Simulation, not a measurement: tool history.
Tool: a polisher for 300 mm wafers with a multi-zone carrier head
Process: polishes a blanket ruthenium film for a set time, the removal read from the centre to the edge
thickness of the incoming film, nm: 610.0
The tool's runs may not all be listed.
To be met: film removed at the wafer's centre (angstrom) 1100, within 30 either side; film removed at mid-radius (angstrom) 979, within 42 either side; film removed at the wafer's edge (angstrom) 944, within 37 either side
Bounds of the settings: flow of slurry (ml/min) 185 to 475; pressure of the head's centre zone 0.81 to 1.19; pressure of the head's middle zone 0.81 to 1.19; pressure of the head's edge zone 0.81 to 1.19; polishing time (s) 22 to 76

run  hour  flow of slurry (ml/min)  pressure of the head's centre zone  pressure of the head's middle zone  pressure of the head's edge zone  polishing time (s)  film removed at the wafer's centre (angstrom)  film removed at mid-radius (angstrom)  film removed at the wafer's edge (angstrom)
  1     0                      305                                   1                                   1                                 1                  49                                         662.85                                    657                                        655.8
  2   3.8                      350                                   1                                   1                                 1                  49                                         672.34                                 663.82                                       661.38
  3     7                      355                                1.04                                1.02                              1.02                  52                                         737.71                                  726.5                                        725.5
  4   9.7                      360                                1.07                                1.02                              1.01                  55                                         806.39                                 773.44                                       754.02
  5  17.3                      365                                 1.1                                1.02                              1.02                  57                                         856.47                                  787.4                                        781.6
  6  22.8                      320                                 1.1                                1.02                              1.02                  57                                         850.26                                 774.99                                       782.02
  7  31.1                      325                                1.12                                1.03                              1.02                  59                                         896.16                                 844.35                                       797.56
     38.7  -- edge zone pressure recalibrated
  8  38.7                      325                                1.12                                1.03                              1.02                  59                                          884.7                                 819.11                                       761.27

Which of these 4 next moves meets every target?
  A  46.3                      345                                1.12                                   1                              1.02                  72                                              ?                                      ?                                            ?
  B  46.3                      365                                0.82                                0.85                              1.19                  60                                              ?                                      ?                                            ?
  C  46.3                      380                                1.14                                1.05                              1.09                  45                                              ?                                      ?                                            ?
  D  46.3                      395                                1.16                                1.09                              1.12                  65                                              ?                                      ?                                            ?

move  film removed at the wafer's centre (angstrom)  film removed at mid-radius (angstrom)  film removed at the wafer's edge (angstrom)
   A                                         1100.6                                 973.14                                       955.43
   B                                         672.44                                 712.44                                       865.58
   C                                         706.37                                 638.63                                       620.35
   D                                         1041.9                                 954.95                                       910.02
A: each result inside its tolerance
B: the biggest miss grows against the last run
C: the biggest miss grows against the last run
D: better than the last run, though not everything is in spec
The right move is A.
